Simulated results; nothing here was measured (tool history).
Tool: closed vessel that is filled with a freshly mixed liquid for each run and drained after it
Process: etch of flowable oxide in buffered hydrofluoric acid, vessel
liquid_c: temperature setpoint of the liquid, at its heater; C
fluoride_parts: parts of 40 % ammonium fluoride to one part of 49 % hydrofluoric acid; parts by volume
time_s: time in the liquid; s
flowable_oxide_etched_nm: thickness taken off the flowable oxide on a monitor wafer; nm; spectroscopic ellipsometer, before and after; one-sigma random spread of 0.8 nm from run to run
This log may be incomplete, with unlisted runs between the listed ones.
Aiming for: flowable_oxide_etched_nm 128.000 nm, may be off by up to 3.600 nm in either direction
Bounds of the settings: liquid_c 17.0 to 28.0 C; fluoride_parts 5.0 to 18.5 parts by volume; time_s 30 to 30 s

run 1 hour=0.0 | liquid_c=20.0 fluoride_parts=11.5 time_s=30 | flowable_oxide_etched_nm=98.626
run 2 hour=4.5 | liquid_c=21.0 fluoride_parts=11.5 time_s=30 | flowable_oxide_etched_nm=105.930
run 3 hour=11.7 | liquid_c=19.0 fluoride_parts=11.5 time_s=30 | flowable_oxide_etched_nm=93.908
run 4 hour=14.0 | liquid_c=20.5 fluoride_parts=11.5 time_s=30 | flowable_oxide_etched_nm=101.290
run 5 hour=18.0 | liquid_c=19.5 fluoride_parts=11.5 time_s=30 | flowable_oxide_etched_nm=96.935
run 6 hour=25.5 | liquid_c=21.0 fluoride_parts=11.5 time_s=30 | flowable_oxide_etched_nm=106.190
run 7 hour=29.4 | liquid_c=22.0 fluoride_parts=11.5 time_s=30 | flowable_oxide_etched_nm=111.160
run 8 hour=35.5 | liquid_c=22.0 fluoride_parts=11.5 time_s=30 | flowable_oxide_etched_nm=111.010

Which one of the following 4 next-run settings gets every result inside its allowed miss? There is exactly one.
run A hour=41.6 | liquid_c=23.0 fluoride_parts=10.5 time_s=30 | flowable_oxide_etched_nm=?
run B hour=41.6 | liquid_c=26.5 fluoride_parts=12.0 time_s=30 | flowable_oxide_etched_nm=?
run C hour=41.6 | liquid_c=22.5 fluoride_parts=9.5 time_s=30 | flowable_oxide_etched_nm=?
run D hour=41.6 | liquid_c=22.5 fluoride_parts=9.0 time_s=30 | flowable_oxide_etched_nm=?

move=A flowable_oxide_etched_nm=127.190
move=B flowable_oxide_etched_nm=135.020
move=C flowable_oxide_etched_nm=134.020
move=D flowable_oxide_etched_nm=138.650
A: in spec on every target
B: pushes the last run's worst result past its target
C: pushes the last run's worst result past its target
D: pushes the last run's worst result past its target
Answer: A
